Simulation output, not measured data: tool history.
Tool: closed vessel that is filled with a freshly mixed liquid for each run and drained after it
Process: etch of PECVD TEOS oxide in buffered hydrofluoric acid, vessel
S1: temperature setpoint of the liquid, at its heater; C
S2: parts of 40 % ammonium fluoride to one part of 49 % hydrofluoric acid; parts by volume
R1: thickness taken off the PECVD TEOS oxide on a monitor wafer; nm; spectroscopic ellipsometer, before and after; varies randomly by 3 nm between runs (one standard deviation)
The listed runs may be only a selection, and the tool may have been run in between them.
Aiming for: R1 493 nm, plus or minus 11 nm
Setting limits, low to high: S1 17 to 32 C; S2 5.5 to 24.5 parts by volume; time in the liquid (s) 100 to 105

run 1 day=0 | S1=25 S2=15 time_in_the_liquid_(s)=100 | R1=258.65
run 2 day=0.071 | S1=26.5 S2=15 time_in_the_liquid_(s)=100 | R1=284.79
run 3 day=0.438 | S1=28 S2=15 time_in_the_liquid_(s)=100 | R1=306.91
run 4 day=0.754 | S1=30 S2=15 time_in_the_liquid_(s)=100 | R1=340.09
run 5 day=0.979 | S1=30 S2=18 time_in_the_liquid_(s)=100 | R1=285.57
run 6 day=1.346 | S1=31.5 S2=18 time_in_the_liquid_(s)=100 | R1=309.11
run 7 day=1.696 | S1=31.5 S2=16 time_in_the_liquid_(s)=100 | R1=346.8
run 8 day=2.05 | S1=31.5 S2=14.5 time_in_the_liquid_(s)=100 | R1=381
run 9 day=2.346 | S1=32 S2=10 time_in_the_liquid_(s)=100 | R1=563.72
run 10 day=2.554 | S1=31.5 S2=10 time_in_the_liquid_(s)=100 | R1=543.96
run 11 day=2.762 | S1=31 S2=10 time_in_the_liquid_(s)=100 | R1=531.52

Below are 4 possible settings for the next run. Only one of them brings all results inside the allowed miss of their targets. Which is it?
run A day=2.971 | S1=31 S2=11.5 time_in_the_liquid_(s)=100 | R1=?
run B day=2.971 | S1=32 S2=11.5 time_in_the_liquid_(s)=100 | R1=?
run C day=2.971 | S1=30.5 S2=10 time_in_the_liquid_(s)=100 | R1=?
run D day=2.971 | S1=32 S2=12 time_in_the_liquid_(s)=100 | R1=?

move=A R1=465.03
move=B R1=489.84
move=C R1=519
move=D R1=469.94
A: takes the biggest miss from the last run beyond its target
B: every result lands within tolerance
C: closes in on the targets versus the last run, not all within tolerance yet
D: takes the biggest miss from the last run beyond its target
Go with B: it meets all targets.
